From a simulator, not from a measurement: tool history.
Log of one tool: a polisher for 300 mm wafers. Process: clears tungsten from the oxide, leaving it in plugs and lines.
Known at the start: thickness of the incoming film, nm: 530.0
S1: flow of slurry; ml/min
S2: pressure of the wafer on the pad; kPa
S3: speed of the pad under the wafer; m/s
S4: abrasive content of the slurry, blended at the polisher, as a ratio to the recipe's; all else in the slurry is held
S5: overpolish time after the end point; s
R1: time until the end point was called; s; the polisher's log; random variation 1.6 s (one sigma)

run 1 day=0 | S1=160 S2=20 S3=1.04 S4=1 S5=8 | R1=159.67
run 2 day=0.262 | S1=160 S2=22.1 S3=1.06 S4=1 S5=8 | R1=144.09
run 3 day=0.288 | S1=160 S2=24.1 S3=1.08 S4=1 S5=8 | R1=130.38
run 4 day=0.35 | S1=160 S2=25.5 S3=1.1 S4=1 S5=8 | R1=121.09
run 5 day=0.542 | S1=160 S2=25.5 S3=1.1 S4=1 S5=8 | R1=120.12
run 6 day=0.608 | S1=160 S2=26.9 S3=1.1 S4=1 S5=8 | R1=115.02

The next listed run, before its measurement:
run 7 day=0.738 | S1=160 S2=27.6 S3=1.12 S4=1 S5=8 | R1=?

Run 7 gave R1 107.09 s.
